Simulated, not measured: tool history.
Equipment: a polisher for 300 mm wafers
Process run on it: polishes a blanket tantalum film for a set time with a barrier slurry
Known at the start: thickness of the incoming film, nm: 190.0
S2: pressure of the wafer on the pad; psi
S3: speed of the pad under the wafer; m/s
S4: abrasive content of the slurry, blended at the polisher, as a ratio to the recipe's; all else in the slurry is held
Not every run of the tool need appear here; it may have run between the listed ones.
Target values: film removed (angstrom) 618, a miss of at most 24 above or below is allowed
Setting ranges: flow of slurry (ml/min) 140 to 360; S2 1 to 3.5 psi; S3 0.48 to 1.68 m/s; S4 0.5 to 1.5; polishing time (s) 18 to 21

{"run": 1, "hour": 0.0, "flow of slurry (ml/min)": 230, "S2": 2.2, "S3": 1.08, "S4": 1, "polishing time (s)": 21, "film removed (angstrom)": 405.59}
{"run": 2, "hour": 4.6, "flow of slurry (ml/min)": 230, "S2": 2.3, "S3": 1.08, "S4": 1, "polishing time (s)": 21, "film removed (angstrom)": 419.8}
{"run": 3, "hour": 5.1, "flow of slurry (ml/min)": 230, "S2": 2.3, "S3": 1.08, "S4": 0.9, "polishing time (s)": 21, "film removed (angstrom)": 405.84}
{"run": 4, "hour": 8.4, "flow of slurry (ml/min)": 230, "S2": 1.9, "S3": 1.08, "S4": 0.9, "polishing time (s)": 21, "film removed (angstrom)": 345.89}
{"run": 5, "hour": 15.7, "flow of slurry (ml/min)": 230, "S2": 1.9, "S3": 1.08, "S4": 0.9, "polishing time (s)": 18, "film removed (angstrom)": 294.49}
{"run": 6, "hour": 17.4, "flow of slurry (ml/min)": 230, "S2": 2.1, "S3": 1.08, "S4": 0.9, "polishing time (s)": 18, "film removed (angstrom)": 318.87}
{"run": 7, "hour": 20.1, "flow of slurry (ml/min)": 230, "S2": 2.3, "S3": 1.1, "S4": 0.9, "polishing time (s)": 18, "film removed (angstrom)": 353.43}
{"run": 8, "hour": 22.4, "flow of slurry (ml/min)": 230, "S2": 2.5, "S3": 1.12, "S4": 0.9, "polishing time (s)": 18, "film removed (angstrom)": 380.81}
{"run": 9, "hour": 29.9, "flow of slurry (ml/min)": 230, "S2": 2.6, "S3": 1.14, "S4": 0.9, "polishing time (s)": 18, "film removed (angstrom)": 399.42}
{"run": 10, "hour": 36.9, "flow of slurry (ml/min)": 230, "S2": 2.7, "S3": 1.16, "S4": 0.9, "polishing time (s)": 18, "film removed (angstrom)": 406.2}
{"run": 11, "hour": 38.9, "flow of slurry (ml/min)": 230, "S2": 2.8, "S3": 1.2, "S4": 0.9, "polishing time (s)": 18, "film removed (angstrom)": 437.58}
{"run": 12, "hour": 43.1, "flow of slurry (ml/min)": 230, "S2": 2.9, "S3": 1.22, "S4": 0.9, "polishing time (s)": 18, "film removed (angstrom)": 452.78}
{"run": 13, "hour": 48.2, "flow of slurry (ml/min)": 230, "S2": 3, "S3": 1.24, "S4": 0.9, "polishing time (s)": 18, "film removed (angstrom)": 477.31}
{"run": 14, "hour": 50.8, "flow of slurry (ml/min)": 230, "S2": 3.1, "S3": 1.26, "S4": 0.9, "polishing time (s)": 18, "film removed (angstrom)": 497.3}
{"hour": 54.0, "done": "worn pad replaced by a new one"}
{"run": 15, "hour": 54.0, "flow of slurry (ml/min)": 230, "S2": 3.2, "S3": 1.28, "S4": 0.9, "polishing time (s)": 18, "film removed (angstrom)": 574.04}
{"run": 16, "hour": 62.3, "flow of slurry (ml/min)": 230, "S2": 3.3, "S3": 1.28, "S4": 0.9, "polishing time (s)": 18, "film removed (angstrom)": 591.71}

Which single option among these 4 for the next run brings every result within its allowed miss of target? Just one does.
{"run": "A", "hour": 70.6, "flow of slurry (ml/min)": 250, "S2": 3.3, "S3": 1.44, "S4": 0.7, "polishing time (s)": 18, "film removed (angstrom)": "?"}
{"run": "B", "hour": 70.6, "flow of slurry (ml/min)": 260, "S2": 3.3, "S3": 1.38, "S4": 0.7, "polishing time (s)": 18, "film removed (angstrom)": "?"}
{"run": "C", "hour": 70.6, "flow of slurry (ml/min)": 210, "S2": 3.3, "S3": 0.96, "S4": 0.95, "polishing time (s)": 20, "film removed (angstrom)": "?"}
{"run": "D", "hour": 70.6, "flow of slurry (ml/min)": 165, "S2": 3.3, "S3": 1.3, "S4": 0.95, "polishing time (s)": 19, "film removed (angstrom)": "?"}

move=A film_removed_(angstrom)=547.59
move=B film_removed_(angstrom)=534.31
move=C film_removed_(angstrom)=560.83
move=D film_removed_(angstrom)=623.26
A: further off than the last run
B: further off than the last run
C: further off than the last run
D: meets every target
So the answer is move D, the one that meets all the targets.
